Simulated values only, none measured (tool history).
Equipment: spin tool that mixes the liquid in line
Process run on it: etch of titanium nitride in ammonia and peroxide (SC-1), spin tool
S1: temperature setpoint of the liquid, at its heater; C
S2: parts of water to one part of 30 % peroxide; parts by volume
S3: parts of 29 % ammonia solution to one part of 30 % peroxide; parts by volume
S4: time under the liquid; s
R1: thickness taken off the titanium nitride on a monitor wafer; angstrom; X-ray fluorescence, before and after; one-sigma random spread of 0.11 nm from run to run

run 1 hour=0.0 | S1=55.0 S2=22.5 S3=0.4 S4=270 | R1=94.932
run 2 hour=4.0 | S1=56.5 S2=22.5 S3=0.4 S4=270 | R1=105.390
run 3 hour=11.2 | S1=56.5 S2=22.5 S3=0.3 S4=270 | R1=98.943
run 4 hour=19.7 | S1=59.0 S2=22.5 S3=0.3 S4=270 | R1=116.150
run 5 hour=26.2 | S1=59.0 S2=22.5 S3=0.3 S4=270 | R1=115.500
run 6 hour=30.0 | S1=56.0 S2=22.5 S3=0.3 S4=270 | R1=95.353

Estimate the outcome of run 7 from the log above:
run 7 hour=35.1 | S1=57.5 S2=22.5 S3=0.3 S4=270 | R1=?

Logged for run 7: R1 106.090 angstrom.
